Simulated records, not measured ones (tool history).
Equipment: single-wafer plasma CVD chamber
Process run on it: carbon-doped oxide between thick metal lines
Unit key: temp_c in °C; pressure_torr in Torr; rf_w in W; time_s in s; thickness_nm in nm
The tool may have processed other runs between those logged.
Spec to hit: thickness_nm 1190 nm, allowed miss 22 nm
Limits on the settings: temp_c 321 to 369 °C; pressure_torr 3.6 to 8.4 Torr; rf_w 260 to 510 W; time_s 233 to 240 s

run,day,temp_c,pressure_torr,rf_w,time_s,thickness_nm
1,0,345,6,385,233,1084.2
2,0.229,345,6,340,233,1009.1
3,0.446,345,6,295,233,943.7
4,0.592,342,6.4,330,234,1029
5,0.742,338,6.4,330,234,1031.2
6,1.075,338,5.39,330,234,1009.7
7,1.412,335,5.89,350,234,1053.6
8,1.754,334,6.33,365,234,1096.6
9,2.029,333,6.7,375,234,1130.1
10,2.104,332,6.95,380,234,1127.4

Of the 5 settings listed for the next run, only one would bring every result within its allowed miss of target. Which one?
A,2.179,342,7,360,237,?
B,2.179,336,7.22,335,233,?
C,2.179,338,6.22,365,238,?
D,2.179,337,6.98,420,234,?
E,2.179,325,7.29,340,238,?

move,thickness_nm
A,1098.6
B,1059.1
C,1112.2
D,1195.2
E,1128.1
A: misses by more than the last run did
B: misses by more than the last run did
C: misses by more than the last run did
D: each result inside its tolerance
E: about as far from the targets as the last run
So the answer is move D, the one that meets all the targets.

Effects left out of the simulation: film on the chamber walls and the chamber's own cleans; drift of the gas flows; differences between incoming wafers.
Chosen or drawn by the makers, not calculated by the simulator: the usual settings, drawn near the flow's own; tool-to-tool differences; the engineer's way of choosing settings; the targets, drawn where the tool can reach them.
